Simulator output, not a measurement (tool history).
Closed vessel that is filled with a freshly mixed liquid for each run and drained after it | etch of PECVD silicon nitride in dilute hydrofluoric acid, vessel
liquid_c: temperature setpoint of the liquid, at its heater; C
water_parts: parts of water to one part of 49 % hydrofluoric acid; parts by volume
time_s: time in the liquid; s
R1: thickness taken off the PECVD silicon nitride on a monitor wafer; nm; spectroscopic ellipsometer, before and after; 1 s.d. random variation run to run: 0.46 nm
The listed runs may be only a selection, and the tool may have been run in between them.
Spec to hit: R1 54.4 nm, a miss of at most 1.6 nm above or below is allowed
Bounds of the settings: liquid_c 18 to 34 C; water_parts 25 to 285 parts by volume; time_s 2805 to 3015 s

run 1 hour=0 | liquid_c=26 water_parts=155 time_s=2805 | R1=35.589
run 2 hour=4.7 | liquid_c=26 water_parts=155 time_s=2805 | R1=34.764
run 3 hour=8.4 | liquid_c=26 water_parts=190 time_s=2805 | R1=29.036
run 4 hour=14.7 | liquid_c=27 water_parts=185 time_s=2805 | R1=30.828
run 5 hour=22.6 | liquid_c=28 water_parts=180 time_s=2805 | R1=34.047
run 6 hour=24.6 | liquid_c=28 water_parts=225 time_s=2805 | R1=27.258
run 7 hour=30.3 | liquid_c=28.5 water_parts=220 time_s=2805 | R1=29.279
run 8 hour=39.5 | liquid_c=29 water_parts=215 time_s=2805 | R1=30.762
run 9 hour=43.5 | liquid_c=29.5 water_parts=210 time_s=2805 | R1=31.851
run 10 hour=52.8 | liquid_c=30 water_parts=205 time_s=2805 | R1=33.74
run 11 hour=59.4 | liquid_c=30.5 water_parts=200 time_s=2805 | R1=35.55
run 12 hour=63.5 | liquid_c=31 water_parts=195 time_s=2805 | R1=37.734
run 13 hour=65.7 | liquid_c=31.5 water_parts=190 time_s=2805 | R1=40.145
run 14 hour=71.7 | liquid_c=32 water_parts=185 time_s=2805 | R1=42.324

5 next moves are on the table. One of them brings every result within its allowed miss. Which?
run A hour=77.7 | liquid_c=34 water_parts=155 time_s=2885 | R1=?
run B hour=77.7 | liquid_c=34 water_parts=175 time_s=2985 | R1=?
run C hour=77.7 | liquid_c=33.5 water_parts=145 time_s=2835 | R1=?
run D hour=77.7 | liquid_c=32.5 water_parts=135 time_s=2805 | R1=?
run E hour=77.7 | liquid_c=34 water_parts=160 time_s=2970 | R1=?

move=A R1=58.821
move=B R1=53.673
move=C R1=60.111
move=D R1=60.277
move=E R1=58.599
A: takes the biggest miss from the last run beyond its target
B: all results land within tolerance of their targets
C: takes the biggest miss from the last run beyond its target
D: takes the biggest miss from the last run beyond its target
E: takes the biggest miss from the last run beyond its target
The move that meets every target is B.
